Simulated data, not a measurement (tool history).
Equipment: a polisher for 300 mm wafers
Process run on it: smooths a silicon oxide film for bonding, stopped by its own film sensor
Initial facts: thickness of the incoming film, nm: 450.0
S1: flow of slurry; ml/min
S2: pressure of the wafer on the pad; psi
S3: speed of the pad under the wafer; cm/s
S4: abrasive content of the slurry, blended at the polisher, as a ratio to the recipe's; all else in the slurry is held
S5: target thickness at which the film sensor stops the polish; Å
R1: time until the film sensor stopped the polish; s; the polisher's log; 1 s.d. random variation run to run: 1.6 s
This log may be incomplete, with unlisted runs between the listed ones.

| run | hour | S1 | S2 | S3 | S4 | S5 | R1 |
|---|---|---|---|---|---|---|---|
| 1 | 0.0 | 230 | 1.5 | 72 | 1.0 | 3990 | 112.69 |
| 2 | 2.5 | 180 | 1.5 | 72 | 1.0 | 3990 | 114.68 |
| 3 | 9.4 | 140 | 1.5 | 72 | 1.0 | 3990 | 123.68 |
| 4 | 13.5 | 140 | 1.5 | 72 | 1.0 | 3990 | 122.99 |
| 5 | 15.5 | 140 | 1.4 | 72 | 1.0 | 3990 | 131.04 |
| 6 | 19.0 | 140 | 1.3 | 72 | 1.0 | 3990 | 140.16 |
| 7 | 21.6 | 140 | 1.2 | 72 | 1.0 | 3990 | 151.73 |
| 8 | 29.0 | 140 | 1.1 | 72 | 1.0 | 3990 | 166.16 |

Run 9 comes next. What will it give?
| 9 | 33.0 | 140 | 1.0 | 72 | 1.0 | 3990 | ? |

{"run 9": {"R1": 180.03}}

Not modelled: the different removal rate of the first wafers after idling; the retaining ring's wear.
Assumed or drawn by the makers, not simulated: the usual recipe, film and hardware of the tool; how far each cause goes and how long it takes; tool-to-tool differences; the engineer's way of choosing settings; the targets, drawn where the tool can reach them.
